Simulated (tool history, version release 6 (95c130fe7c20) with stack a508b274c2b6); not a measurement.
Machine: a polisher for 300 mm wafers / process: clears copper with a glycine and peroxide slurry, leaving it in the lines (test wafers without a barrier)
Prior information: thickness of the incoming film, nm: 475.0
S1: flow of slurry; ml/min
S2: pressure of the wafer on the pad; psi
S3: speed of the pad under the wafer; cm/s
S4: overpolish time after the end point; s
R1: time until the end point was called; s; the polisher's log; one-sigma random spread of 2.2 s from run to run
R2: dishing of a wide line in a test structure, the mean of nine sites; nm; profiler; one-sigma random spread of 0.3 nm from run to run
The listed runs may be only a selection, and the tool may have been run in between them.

Run 1, hour 0: S1 165 ml/min, S2 2.4 psi, S3 110 cm/s, S4 17 s. Result: R1 94.634 s, R2 56.821 nm.
Run 2, hour 2.2: S1 165 ml/min, S2 2.4 psi, S3 110 cm/s, S4 12 s. Result: R1 93.006 s, R2 41.457 nm.
Run 3, hour 2.9: S1 165 ml/min, S2 2.1 psi, S3 110 cm/s, S4 12 s. Result: R1 104.8 s, R2 38.282 nm.
Run 4, hour 11.7: S1 160 ml/min, S2 2 psi, S3 112 cm/s, S4 11 s. Result: R1 110.87 s, R2 34.479 nm.
Run 5, hour 20.3: S1 160 ml/min, S2 2.5 psi, S3 112 cm/s, S4 11 s. Result: R1 89.096 s, R2 40.133 nm.
Run 6, hour 28.1: S1 155 ml/min, S2 2.4 psi, S3 112 cm/s, S4 10 s. Result: R1 93.713 s, R2 37.621 nm.
Run 7, hour 32.7: S1 165 ml/min, S2 2.3 psi, S3 114 cm/s, S4 9 s. Result: R1 101.2 s, R2 31.578 nm.
Run 8, hour 34.5: S1 170 ml/min, S2 2.3 psi, S3 116 cm/s, S4 9 s. Result: R1 94.6 s, R2 33.003 nm.
Run 9, hour 39.4: S1 175 ml/min, S2 2.2 psi, S3 116 cm/s, S4 9 s. Result: R1 103.31 s, R2 31.168 nm.
Run 10, hour 43.9: S1 185 ml/min, S2 2.2 psi, S3 118 cm/s, S4 9 s. Result: R1 93.908 s, R2 32.37 nm.
Run 11, hour 45.2: S1 190 ml/min, S2 2.1 psi, S3 118 cm/s, S4 9 s. Result: R1 101.2 s, R2 31.253 nm.
Run 12, hour 48.1: S1 200 ml/min, S2 2 psi, S3 122 cm/s, S4 9 s. Result: R1 103.28 s, R2 31.28 nm.
Run 13, hour 49.4: S1 205 ml/min, S2 2 psi, S3 122 cm/s, S4 9 s. Result: R1 101.9 s, R2 32.036 nm.
Run 14, hour 51.9: S1 155 ml/min, S2 1.4 psi, S3 152 cm/s, S4 5 s. Result: R1 119.58 s, R2 15.776 nm.

Forecast run 15:
Run 15, hour 55.1: S1 160 ml/min, S2 1.4 psi, S3 150 cm/s, S4 5 s. Result: R1 ?, R2 ?.

{"run 15": {"R1": 117.63, "R2": 15.466}}

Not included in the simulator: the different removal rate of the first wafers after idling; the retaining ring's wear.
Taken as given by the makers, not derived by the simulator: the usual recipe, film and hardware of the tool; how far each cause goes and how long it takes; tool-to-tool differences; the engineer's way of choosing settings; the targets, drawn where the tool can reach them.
